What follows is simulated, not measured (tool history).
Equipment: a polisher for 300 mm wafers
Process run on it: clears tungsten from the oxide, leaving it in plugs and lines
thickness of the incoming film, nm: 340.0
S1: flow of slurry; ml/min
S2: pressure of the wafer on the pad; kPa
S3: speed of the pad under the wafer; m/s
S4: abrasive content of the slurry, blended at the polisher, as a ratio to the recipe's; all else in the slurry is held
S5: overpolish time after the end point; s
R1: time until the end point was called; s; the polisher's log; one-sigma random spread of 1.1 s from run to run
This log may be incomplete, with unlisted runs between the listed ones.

| run | day | S1 | S2 | S3 | S4 | S5 | R1 |
|---|---|---|---|---|---|---|---|
| 1 | 0.000 | 225 | 21.4 | 1.26 | 1.00 | 9 | 53.625 |
| 2 | 0.058 | 225 | 18.6 | 1.26 | 1.00 | 9 | 62.413 |
| 3 | 0.262 | 225 | 18.6 | 1.46 | 1.00 | 9 | 54.142 |
| 4 | 0.296 | 225 | 16.5 | 1.42 | 1.00 | 9 | 62.159 |
| 5 | 0.588 | 225 | 16.5 | 1.42 | 0.90 | 9 | 65.147 |
| 6 | 0.783 | 225 | 16.5 | 1.42 | 0.75 | 9 | 64.876 |
| 7 | 1.067 | 225 | 14.5 | 1.40 | 0.75 | 9 | 76.898 |

Run 8, settings as shown, results not yet in. Your forecast:
| 8 | 1.271 | 225 | 13.1 | 1.40 | 0.75 | 9 | ? |

{"run 8": {"R1": 82.885}}
